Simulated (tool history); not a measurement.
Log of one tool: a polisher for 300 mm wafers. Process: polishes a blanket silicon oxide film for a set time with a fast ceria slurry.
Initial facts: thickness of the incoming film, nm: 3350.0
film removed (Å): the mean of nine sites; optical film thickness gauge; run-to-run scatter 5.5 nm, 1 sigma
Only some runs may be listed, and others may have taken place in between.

| run | day | flow of slurry (ml/min) | pressure of the wafer on the pad (kPa) | speed of the pad under the wafer (cm/s) | polishing time (s) | film removed (Å) |
|---|---|---|---|---|---|---|
| 1 | 0.000 | 320 | 23.4 | 102 | 33 | 7467.6 |
| 2 | 0.025 | 320 | 26.2 | 102 | 33 | 8111.4 |
| 3 | 0.358 | 290 | 26.2 | 102 | 33 | 8038.6 |
| 4 | 0.392 | 330 | 26.2 | 102 | 33 | 8163.8 |
| 5 | 0.638 | 260 | 26.2 | 102 | 33 | 7929.6 |
| 6 | 0.729 | 260 | 26.2 | 118 | 33 | 9112.3 |

Estimate the outcome of run 7 from the log above:
| 7 | 0.762 | 255 | 22.8 | 118 | 33 | ? |

Run 7 yielded film removed (Å) 8194.6.

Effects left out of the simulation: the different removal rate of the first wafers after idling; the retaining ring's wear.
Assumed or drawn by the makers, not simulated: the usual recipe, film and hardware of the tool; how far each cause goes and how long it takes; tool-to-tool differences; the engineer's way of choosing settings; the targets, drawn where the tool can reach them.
